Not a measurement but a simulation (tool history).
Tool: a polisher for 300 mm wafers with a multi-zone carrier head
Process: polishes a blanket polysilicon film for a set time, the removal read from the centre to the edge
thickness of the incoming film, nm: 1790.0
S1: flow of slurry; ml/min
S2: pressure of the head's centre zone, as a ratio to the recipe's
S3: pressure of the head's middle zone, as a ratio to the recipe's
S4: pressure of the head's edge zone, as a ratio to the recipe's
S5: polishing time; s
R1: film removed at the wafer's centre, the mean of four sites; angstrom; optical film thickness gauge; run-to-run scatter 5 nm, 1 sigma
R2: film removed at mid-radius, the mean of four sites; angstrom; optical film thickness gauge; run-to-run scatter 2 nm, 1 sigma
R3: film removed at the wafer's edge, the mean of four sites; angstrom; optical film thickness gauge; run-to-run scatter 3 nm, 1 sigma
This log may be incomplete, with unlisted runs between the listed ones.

| run | hour | S1 | S2 | S3 | S4 | S5 | R1 | R2 | R3 |
|---|---|---|---|---|---|---|---|---|---|
| 1 | 0 | 210 | 1 | 1 | 1 | 50 | 5083.1 | 5046.3 | 5012.9 |
| 2 | 5.8 | 195 | 1.01 | 0.94 | 0.96 | 46 | 4535.1 | 4399.5 | 4512.4 |
| 3 | 11.9 | 195 | 1.07 | 0.94 | 0.96 | 46 | 4828 | 4382.8 | 4494.5 |
| 4 | 15.6 | 195 | 1.07 | 1 | 0.96 | 46 | 4796 | 4602.3 | 4544.5 |
| 5 | 23.5 | 195 | 1.07 | 1 | 0.96 | 52 | 5569.2 | 5282.6 | 5060.7 |
| 6 | 31 | 190 | 1.08 | 0.94 | 0.94 | 47 | 5025.7 | 4466.2 | 4469.6 |
| 7 | 37.4 | 180 | 1.07 | 0.9 | 0.94 | 44 | 4590.5 | 4019.2 | 4248.7 |
| 8 | 40.1 | 180 | 1.07 | 0.9 | 0.94 | 44 | 4602.5 | 4022.3 | 4244 |

Run 9 has not been measured yet. What should we expect?
| 9 | 41.6 | 170 | 1.07 | 0.87 | 0.92 | 42 | ? | ? | ? |

R1: 4433.6 angstrom
R2: 3701.1 angstrom
R3: 3965.4 angstrom
